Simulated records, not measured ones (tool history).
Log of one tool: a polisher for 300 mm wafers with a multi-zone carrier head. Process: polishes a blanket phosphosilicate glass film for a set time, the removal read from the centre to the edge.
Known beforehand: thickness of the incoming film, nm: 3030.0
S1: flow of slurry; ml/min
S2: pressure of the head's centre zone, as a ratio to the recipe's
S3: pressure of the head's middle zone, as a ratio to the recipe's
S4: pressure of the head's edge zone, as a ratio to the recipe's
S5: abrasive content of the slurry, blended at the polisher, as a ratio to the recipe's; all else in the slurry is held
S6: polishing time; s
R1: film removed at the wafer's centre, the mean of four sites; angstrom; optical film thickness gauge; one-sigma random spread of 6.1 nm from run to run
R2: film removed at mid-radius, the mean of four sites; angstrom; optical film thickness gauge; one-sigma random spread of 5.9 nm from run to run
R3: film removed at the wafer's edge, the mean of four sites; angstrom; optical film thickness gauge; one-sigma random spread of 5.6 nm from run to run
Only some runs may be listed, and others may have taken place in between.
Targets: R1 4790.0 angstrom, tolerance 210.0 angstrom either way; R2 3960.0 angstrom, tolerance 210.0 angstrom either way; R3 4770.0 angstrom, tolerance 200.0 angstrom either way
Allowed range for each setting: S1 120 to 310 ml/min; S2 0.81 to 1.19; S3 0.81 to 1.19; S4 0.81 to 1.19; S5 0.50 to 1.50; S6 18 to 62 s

| run | hour | S1 | S2 | S3 | S4 | S5 | S6 | R1 | R2 | R3 |
|---|---|---|---|---|---|---|---|---|---|---|
| 1 | 0.0 | 200 | 1.00 | 1.00 | 1.00 | 1.00 | 40 | 3705.0 | 3783.9 | 3728.5 |
| 2 | 5.4 | 200 | 1.00 | 1.00 | 1.00 | 1.00 | 44 | 4073.5 | 4185.9 | 4196.3 |
| 3 | 7.9 | 205 | 1.01 | 0.98 | 1.02 | 1.00 | 44 | 4153.5 | 4119.0 | 4063.3 |
| 4 | 15.9 | 190 | 1.01 | 0.95 | 1.03 | 1.05 | 44 | 4241.6 | 3973.4 | 4305.8 |
| 5 | 21.4 | 190 | 1.01 | 0.95 | 1.03 | 1.05 | 50 | 4657.3 | 4667.0 | 4754.7 |
| 6 | 23.3 | 185 | 1.02 | 0.93 | 1.04 | 1.05 | 50 | 4844.5 | 4581.4 | 4852.3 |
| 7 | 30.9 | 180 | 1.02 | 0.92 | 1.04 | 1.05 | 50 | 4758.8 | 4501.6 | 4815.7 |
| 8 | 35.7 | 175 | 1.02 | 0.91 | 1.04 | 1.05 | 50 | 4665.3 | 4460.1 | 4809.3 |
| 9 | 44.2 | 175 | 1.10 | 0.81 | 1.08 | 1.00 | 50 | 5021.6 | 4005.6 | 4761.2 |

Exercise: of the 4 proposed moves below, exactly one satisfies all targets within the stated allowed misses. Which move is it?
| A | 52.7 | 240 | 1.01 | 0.81 | 1.03 | 0.95 | 50 | ? | ? | ? |
| B | 52.7 | 195 | 1.18 | 0.93 | 1.06 | 1.00 | 50 | ? | ? | ? |
| C | 52.7 | 160 | 1.13 | 0.81 | 1.07 | 1.30 | 46 | ? | ? | ? |
| D | 52.7 | 180 | 1.14 | 0.81 | 1.09 | 0.95 | 52 | ? | ? | ? |

| move | R1 | R2 | R3 |
|---|---|---|---|
| A | 4703.3 | 3991.9 | 4683.0 |
| B | 5455.3 | 4442.6 | 4730.3 |
| C | 5130.0 | 3913.3 | 4731.1 |
| D | 5290.3 | 3990.0 | 4834.2 |
A: each result inside its tolerance
B: the biggest miss grows against the last run
C: the biggest miss grows against the last run
D: the biggest miss grows against the last run
So the answer is move A, the one that meets all the targets.

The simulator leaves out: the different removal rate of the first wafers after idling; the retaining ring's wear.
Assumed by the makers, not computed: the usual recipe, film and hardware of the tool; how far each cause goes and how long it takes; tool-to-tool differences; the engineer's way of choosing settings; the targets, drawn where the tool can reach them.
